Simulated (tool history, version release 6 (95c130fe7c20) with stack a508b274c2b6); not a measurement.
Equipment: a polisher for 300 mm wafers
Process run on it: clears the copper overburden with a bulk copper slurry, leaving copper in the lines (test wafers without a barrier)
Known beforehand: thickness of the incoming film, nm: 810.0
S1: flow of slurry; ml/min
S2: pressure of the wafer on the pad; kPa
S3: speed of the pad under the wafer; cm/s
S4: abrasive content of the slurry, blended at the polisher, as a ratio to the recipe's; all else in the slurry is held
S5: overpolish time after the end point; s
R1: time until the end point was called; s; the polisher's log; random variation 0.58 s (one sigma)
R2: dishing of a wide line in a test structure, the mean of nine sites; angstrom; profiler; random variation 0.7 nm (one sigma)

run,hour,S1,S2,S3,S4,S5,R1,R2
1,0,145,22.1,130,1,12,63.951,734.6
2,3.7,150,20,144,1,11,61.66,696.72
3,9.5,150,17.2,144,1,11,67.92,657.97
4,11,165,15.9,154,0.95,10,66.933,612.15
5,18.6,175,15.2,162,0.85,9,65.86,567.48
6,27,185,15.2,170,0.8,8,63.754,542.54
7,31.8,225,15.2,204,0.55,4,56.675,350.35

The next listed run, before its measurement:
8,37,225,15.2,204,0.55,4,?,?

R1: 56.908 s
R2: 359.24 angstrom
